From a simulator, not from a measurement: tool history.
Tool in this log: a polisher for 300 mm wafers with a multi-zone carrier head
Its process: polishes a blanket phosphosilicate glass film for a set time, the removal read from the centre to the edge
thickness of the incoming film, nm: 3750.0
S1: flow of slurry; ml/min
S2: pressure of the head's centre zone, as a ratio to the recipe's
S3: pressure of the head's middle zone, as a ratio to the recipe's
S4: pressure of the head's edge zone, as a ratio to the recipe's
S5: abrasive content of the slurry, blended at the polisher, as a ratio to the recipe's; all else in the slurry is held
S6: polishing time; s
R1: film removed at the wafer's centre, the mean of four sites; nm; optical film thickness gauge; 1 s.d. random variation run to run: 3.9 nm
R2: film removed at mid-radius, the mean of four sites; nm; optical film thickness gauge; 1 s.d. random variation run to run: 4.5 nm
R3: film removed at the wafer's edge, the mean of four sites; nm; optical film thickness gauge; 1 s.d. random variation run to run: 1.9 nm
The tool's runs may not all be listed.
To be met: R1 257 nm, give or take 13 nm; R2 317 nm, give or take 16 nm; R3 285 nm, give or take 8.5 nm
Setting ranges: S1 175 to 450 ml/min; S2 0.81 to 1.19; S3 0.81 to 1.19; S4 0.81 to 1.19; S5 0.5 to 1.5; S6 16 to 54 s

run 1 day=0 | S1=290 S2=1 S3=1 S4=1 S5=1 S6=35 | R1=339.04 R2=346.86 R3=343.18
run 2 day=0.075 | S1=290 S2=1 S3=1 S4=1 S5=0.9 S6=35 | R1=328.12 R2=332.2 R3=332.12
run 3 day=0.225 | S1=290 S2=1 S3=1 S4=1.08 S5=0.9 S6=35 | R1=323.42 R2=333.5 R3=341.57
run 4 day=0.542 | S1=290 S2=0.97 S3=1.03 S4=1.05 S5=0.8 S6=35 | R1=314.9 R2=325.69 R3=322.72
run 5 day=0.667 | S1=280 S2=0.93 S3=1.07 S4=1.07 S5=0.75 S6=34 | R1=278.2 R2=315.45 R3=305.28
run 6 day=0.817 | S1=280 S2=1.02 S3=1.07 S4=1.07 S5=0.75 S6=34 | R1=302.59 R2=323.37 R3=302.96
run 7 day=0.842 | S1=270 S2=0.99 S3=1.09 S4=1.07 S5=0.75 S6=34 | R1=296.44 R2=318.58 R3=305.96
run 8 day=0.912 | S1=280 S2=0.96 S3=1.11 S4=1.06 S5=0.7 S6=34 | R1=284.39 R2=311.83 R3=296.07
run 9 day=0.954 | S1=270 S2=0.94 S3=1.13 S4=1.06 S5=0.7 S6=34 | R1=268.88 R2=321.38 R3=295.03
run 10 day=1.079 | S1=265 S2=0.94 S3=1.13 S4=1.05 S5=0.7 S6=34 | R1=268.67 R2=319.18 R3=296.65

Which of these 5 next moves meets every target?
run A day=1.204 | S1=240 S2=0.9 S3=1.18 S4=1.05 S5=0.8 S6=34 | R1=? R2=? R3=?
run B day=1.204 | S1=235 S2=0.83 S3=1.19 S4=0.93 S5=0.9 S6=34 | R1=? R2=? R3=?
run C day=1.204 | S1=445 S2=0.96 S3=1.16 S4=0.99 S5=1 S6=29 | R1=? R2=? R3=?
run D day=1.204 | S1=220 S2=0.96 S3=1.02 S4=1.13 S5=0.65 S6=33 | R1=? R2=? R3=?
run E day=1.204 | S1=325 S2=0.97 S3=1.19 S4=1.13 S5=1 S6=27 | R1=? R2=? R3=?

move=A R1=266.7 R2=343.64 R3=311.78
move=B R1=257.52 R2=362.94 R3=308.31
move=C R1=279.61 R2=331.04 R3=293.14
move=D R1=250.22 R2=267.08 R3=286.13
move=E R1=257.04 R2=308.39 R3=286.61
A: the biggest miss grows against the last run
B: the biggest miss grows against the last run
C: brings the result that was furthest off to its target, and leaves another outside
D: brings the result that was furthest off to its target, and leaves another outside
E: in spec on every target
The move that meets every target is E.

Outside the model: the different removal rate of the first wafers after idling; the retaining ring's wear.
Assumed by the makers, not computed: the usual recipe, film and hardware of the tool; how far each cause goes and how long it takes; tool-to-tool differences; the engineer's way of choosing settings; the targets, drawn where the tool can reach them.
